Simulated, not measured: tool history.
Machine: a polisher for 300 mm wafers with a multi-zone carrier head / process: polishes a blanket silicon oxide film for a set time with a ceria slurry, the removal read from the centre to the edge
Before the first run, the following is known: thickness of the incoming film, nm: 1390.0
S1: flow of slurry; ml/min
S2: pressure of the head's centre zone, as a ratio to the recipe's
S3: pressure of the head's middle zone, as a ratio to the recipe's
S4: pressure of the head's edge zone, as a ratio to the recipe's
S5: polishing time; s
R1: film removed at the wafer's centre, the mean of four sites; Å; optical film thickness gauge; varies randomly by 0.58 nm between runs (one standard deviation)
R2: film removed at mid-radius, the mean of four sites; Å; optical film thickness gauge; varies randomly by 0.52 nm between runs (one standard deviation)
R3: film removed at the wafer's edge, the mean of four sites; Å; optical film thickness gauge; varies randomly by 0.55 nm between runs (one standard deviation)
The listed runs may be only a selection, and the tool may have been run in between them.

run 1 hour=0 | S1=285 S2=1 S3=1 S4=1 S5=33 | R1=652.97 R2=663.62 R3=652.58
run 2 hour=6.6 | S1=250 S2=1 S3=1 S4=1 S5=33 | R1=662.64 R2=672.63 R3=636.31
run 3 hour=7.7 | S1=250 S2=1 S3=0.96 S4=1 S5=33 | R1=655.41 R2=647.2 R3=635.35
run 4 hour=9.1 | S1=250 S2=1 S3=0.96 S4=1.06 S5=33 | R1=652.04 R2=628.35 R3=662.53
run 5 hour=15 | S1=250 S2=1 S3=1.03 S4=1.06 S5=33 | R1=653.43 R2=675.62 R3=662.07
run 6 hour=22.9 | S1=250 S2=1.03 S3=1.03 S4=1.06 S5=33 | R1=674.1 R2=667.79 R3=647.74
run 7 hour=24.6 | S1=235 S2=1.01 S3=1.03 S4=1.03 S5=31 | R1=615.91 R2=624.44 R3=607.34
run 8 hour=32.9 | S1=230 S2=0.99 S3=1.04 S4=1 S5=30 | R1=581.9 R2=623.95 R3=577.14

Predict the results of run 9:
run 9 hour=39.9 | S1=225 S2=0.9 S3=0.98 S4=0.9 S5=25 | R1=? R2=? R3=?

{"run 9": {"R1": 446.82, "R2": 490.37, "R3": 465.85}}
